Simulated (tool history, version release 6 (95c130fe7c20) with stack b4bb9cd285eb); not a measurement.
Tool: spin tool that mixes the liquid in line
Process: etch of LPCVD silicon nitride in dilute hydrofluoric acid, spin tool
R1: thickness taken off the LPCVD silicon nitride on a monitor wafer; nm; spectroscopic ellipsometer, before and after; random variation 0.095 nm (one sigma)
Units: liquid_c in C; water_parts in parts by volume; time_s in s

{"run": 1, "day": 0.0, "liquid_c": 21, "water_parts": 80, "time_s": 320, "R1": 1.4115}
{"run": 2, "day": 0.362, "liquid_c": 22.5, "water_parts": 70, "time_s": 325, "R1": 1.78}
{"run": 3, "day": 0.55, "liquid_c": 22.5, "water_parts": 60, "time_s": 325, "R1": 2.1532}
{"run": 4, "day": 0.779, "liquid_c": 22.5, "water_parts": 60, "time_s": 340, "R1": 2.3028}
{"run": 5, "day": 1.012, "liquid_c": 25, "water_parts": 60, "time_s": 340, "R1": 2.5679}
{"run": 6, "day": 1.379, "liquid_c": 25, "water_parts": 75, "time_s": 340, "R1": 2.1109}
{"run": 7, "day": 1.575, "liquid_c": 25.5, "water_parts": 70, "time_s": 340, "R1": 2.2742}
{"run": 8, "day": 1.825, "liquid_c": 29, "water_parts": 40, "time_s": 340, "R1": 5.058}
{"run": 9, "day": 1.925, "liquid_c": 28.5, "water_parts": 40, "time_s": 340, "R1": 4.9595}
{"run": 10, "day": 2.246, "liquid_c": 28, "water_parts": 40, "time_s": 340, "R1": 4.9864}

The next listed run, before its measurement:
{"run": 11, "day": 2.521, "liquid_c": 27.5, "water_parts": 40, "time_s": 340, "R1": "?"}

{"run 11": {"R1": 4.7016}}
